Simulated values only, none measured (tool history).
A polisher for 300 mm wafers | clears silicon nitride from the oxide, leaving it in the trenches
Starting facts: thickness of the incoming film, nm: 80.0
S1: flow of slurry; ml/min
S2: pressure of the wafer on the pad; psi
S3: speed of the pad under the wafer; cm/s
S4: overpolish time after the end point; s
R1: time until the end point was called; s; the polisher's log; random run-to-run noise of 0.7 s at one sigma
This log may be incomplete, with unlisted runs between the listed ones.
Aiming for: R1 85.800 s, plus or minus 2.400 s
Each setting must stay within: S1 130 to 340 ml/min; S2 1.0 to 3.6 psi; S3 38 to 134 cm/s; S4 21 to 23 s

Run 1, day 0.000: S1 220 ml/min, S2 2.3 psi, S3 86 cm/s, S4 21 s. Result: R1 134.930 s.
Run 2, day 0.121: S1 255 ml/min, S2 2.3 psi, S3 86 cm/s, S4 21 s. Result: R1 133.370 s.
Run 3, day 0.250: S1 255 ml/min, S2 2.3 psi, S3 86 cm/s, S4 21 s. Result: R1 133.940 s.
Run 4, day 0.396: S1 220 ml/min, S2 2.3 psi, S3 86 cm/s, S4 21 s. Result: R1 132.210 s.
Run 5, day 0.571: S1 220 ml/min, S2 2.5 psi, S3 86 cm/s, S4 21 s. Result: R1 124.730 s.
Run 6, day 0.942: S1 220 ml/min, S2 1.9 psi, S3 86 cm/s, S4 21 s. Result: R1 163.090 s.
Run 7, day 1.112: S1 220 ml/min, S2 2.2 psi, S3 86 cm/s, S4 21 s. Result: R1 140.010 s.
Run 8, day 1.438: S1 220 ml/min, S2 2.5 psi, S3 86 cm/s, S4 21 s. Result: R1 123.520 s.
Run 9, day 1.575: S1 220 ml/min, S2 2.7 psi, S3 86 cm/s, S4 21 s. Result: R1 116.680 s.
Run 10, day 1.625: S1 240 ml/min, S2 3.3 psi, S3 88 cm/s, S4 21 s. Result: R1 92.726 s.
Run 11, day 1.771: S1 240 ml/min, S2 3.4 psi, S3 88 cm/s, S4 21 s. Result: R1 89.006 s.

Exercise: of the 4 proposed moves below, exactly one satisfies all targets within the stated allowed misses. Which move is it?
Run A, day 1.917: S1 310 ml/min, S2 3.6 psi, S3 92 cm/s, S4 21 s. Result: R1 ?.
Run B, day 1.917: S1 260 ml/min, S2 3.5 psi, S3 88 cm/s, S4 21 s. Result: R1 ?.
Run C, day 1.917: S1 240 ml/min, S2 3.2 psi, S3 114 cm/s, S4 21 s. Result: R1 ?.
Run D, day 1.917: S1 300 ml/min, S2 3.6 psi, S3 68 cm/s, S4 23 s. Result: R1 ?.

move      R1
   A  79.501
   B  85.348
   C  79.690
   D  94.993
A: the result that was furthest off in the last run now lies on the other side of its target
B: each result inside its tolerance
C: the result that was furthest off in the last run now lies on the other side of its target
D: moves away from the targets compared with the last run
Correct choice: B, which meets every target
